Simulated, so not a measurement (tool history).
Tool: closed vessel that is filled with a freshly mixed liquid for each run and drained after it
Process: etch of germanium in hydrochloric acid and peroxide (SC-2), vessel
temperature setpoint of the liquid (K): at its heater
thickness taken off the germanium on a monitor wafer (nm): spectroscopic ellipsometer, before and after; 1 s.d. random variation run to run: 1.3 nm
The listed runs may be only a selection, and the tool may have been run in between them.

run	hour	temperature setpoint of the liquid (K)	parts of water to one part each of 37 % hydrochloric acid and 30 % peroxide (parts by volume)	time in the liquid (s)	thickness taken off the germanium on a monitor wafer (nm)
1	0	334.15	12	100	241.46
2	6.8	335.15	12	100	251
3	11	335.15	12	100	248.32
4	15.5	335.65	12	100	252.93
5	19.3	335.65	8.5	100	262.93
6	23.8	335.65	7	100	265.67
7	27.6	336.15	7	100	268.46
8	31.5	336.65	7	100	275.43

Forecast run 9:
9	37.3	338.15	7	100	?

thickness taken off the germanium on a monitor wafer (nm): 286.57
